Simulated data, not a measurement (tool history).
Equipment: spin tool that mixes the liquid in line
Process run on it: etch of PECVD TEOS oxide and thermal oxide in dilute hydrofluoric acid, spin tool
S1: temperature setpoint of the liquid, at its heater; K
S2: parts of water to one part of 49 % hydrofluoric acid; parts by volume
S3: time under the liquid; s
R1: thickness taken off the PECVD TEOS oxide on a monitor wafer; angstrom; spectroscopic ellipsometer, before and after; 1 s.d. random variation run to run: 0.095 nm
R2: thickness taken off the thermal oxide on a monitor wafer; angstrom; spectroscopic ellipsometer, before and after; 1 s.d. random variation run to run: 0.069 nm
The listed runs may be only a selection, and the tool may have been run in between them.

run 1 hour=0 | S1=296.15 S2=200 S3=180 | R1=87.892 R2=33.965
run 2 hour=5.8 | S1=296.15 S2=200 S3=255 | R1=123.34 R2=48.611
run 3 hour=7.9 | S1=298.65 S2=185 S3=255 | R1=148.71 R2=58.837
run 4 hour=16.6 | S1=300.15 S2=175 S3=255 | R1=167.08 R2=66.45
run 5 hour=22.9 | S1=296.65 S2=175 S3=255 | R1=148.22 R2=59.154
run 6 hour=28.6 | S1=296.65 S2=175 S3=220 | R1=128.06 R2=50.402
run 7 hour=33.4 | S1=299.15 S2=165 S3=220 | R1=150.9 R2=59.782
run 8 hour=40 | S1=300.65 S2=160 S3=220 | R1=164.66 R2=64.671
run 9 hour=48.6 | S1=301.65 S2=155 S3=220 | R1=177.25 R2=69.925
run 10 hour=52.4 | S1=304.15 S2=140 S3=220 | R1=218.48 R2=85.857

Run 11, settings as shown, results not yet in. Your forecast:
run 11 hour=54 | S1=303.65 S2=140 S3=220 | R1=? R2=?

{"run 11": {"R1": 216.98, "R2": 84.742}}
